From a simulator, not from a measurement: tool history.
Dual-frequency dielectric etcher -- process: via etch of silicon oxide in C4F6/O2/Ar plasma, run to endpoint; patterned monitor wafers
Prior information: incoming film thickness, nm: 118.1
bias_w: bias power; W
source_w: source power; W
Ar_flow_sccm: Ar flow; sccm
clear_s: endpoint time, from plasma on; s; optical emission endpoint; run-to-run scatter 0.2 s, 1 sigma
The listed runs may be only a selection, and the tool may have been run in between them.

run,day,bias_w,source_w,Ar_flow_sccm,clear_s
1,0.000,472,440,370,24.090
2,0.154,445,430,373,24.770
3,0.246,501,430,373,23.976
4,0.596,475,410,377,25.093
5,0.767,443,410,377,25.679
6,1.029,423,410,378,26.008
7,1.304,405,410,379,25.980
8,1.583,313,320,398,30.326
9,1.875,322,320,397,30.099
10,2.088,329,320,396,30.168
11,2.425,337,320,396,30.081
12,2.762,344,320,396,29.676

Run 13, settings as shown, results not yet in. Your forecast:
13,2.975,349,320,396,?

{"run 13": {"clear_s": 29.212}}

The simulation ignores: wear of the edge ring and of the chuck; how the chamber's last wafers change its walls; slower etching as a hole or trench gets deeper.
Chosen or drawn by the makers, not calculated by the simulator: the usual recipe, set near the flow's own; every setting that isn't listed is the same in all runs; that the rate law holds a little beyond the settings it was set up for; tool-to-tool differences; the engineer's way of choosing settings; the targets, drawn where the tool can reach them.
